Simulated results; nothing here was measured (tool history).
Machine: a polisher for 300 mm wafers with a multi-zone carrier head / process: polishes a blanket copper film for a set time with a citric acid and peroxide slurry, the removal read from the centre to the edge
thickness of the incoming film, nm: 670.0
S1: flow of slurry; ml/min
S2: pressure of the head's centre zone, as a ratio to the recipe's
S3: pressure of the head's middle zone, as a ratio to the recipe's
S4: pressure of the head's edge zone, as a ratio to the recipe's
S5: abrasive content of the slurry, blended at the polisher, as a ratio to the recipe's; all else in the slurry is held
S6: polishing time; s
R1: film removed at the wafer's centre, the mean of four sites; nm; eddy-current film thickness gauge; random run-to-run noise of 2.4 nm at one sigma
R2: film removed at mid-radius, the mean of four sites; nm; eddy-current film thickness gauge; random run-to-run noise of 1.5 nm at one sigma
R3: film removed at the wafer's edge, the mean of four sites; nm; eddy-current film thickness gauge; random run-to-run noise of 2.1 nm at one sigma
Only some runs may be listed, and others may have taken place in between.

| run | hour | S1 | S2 | S3 | S4 | S5 | S6 | R1 | R2 | R3 |
|---|---|---|---|---|---|---|---|---|---|---|
| 1 | 0 | 135 | 1 | 1 | 1 | 1 | 52 | 119.62 | 122.62 | 115.77 |
| 2 | 5.2 | 135 | 1 | 0.92 | 1 | 1 | 52 | 121.7 | 112.55 | 115.91 |
| 3 | 7.5 | 120 | 1 | 0.92 | 1 | 1 | 52 | 117.72 | 110.68 | 116.46 |
| 4 | 11.6 | 125 | 1.03 | 0.95 | 1.01 | 1.15 | 53 | 133.59 | 122.34 | 125.94 |
| 5 | 16.1 | 130 | 1.05 | 0.99 | 1.03 | 1.2 | 53 | 134.94 | 129.65 | 127.26 |
| 6 | 22.7 | 135 | 1.08 | 1.01 | 1.04 | 1.3 | 53 | 143.66 | 136.92 | 131.15 |

What will run 7 give?
|  | 27.9 | edge zone pressure recalibrated |
| 7 | 27.9 | 135 | 1.08 | 1.01 | 1.04 | 1.3 | 53 | ? | ? | ? |

R1: 143.84 nm
R2: 133.99 nm
R3: 137.89 nm

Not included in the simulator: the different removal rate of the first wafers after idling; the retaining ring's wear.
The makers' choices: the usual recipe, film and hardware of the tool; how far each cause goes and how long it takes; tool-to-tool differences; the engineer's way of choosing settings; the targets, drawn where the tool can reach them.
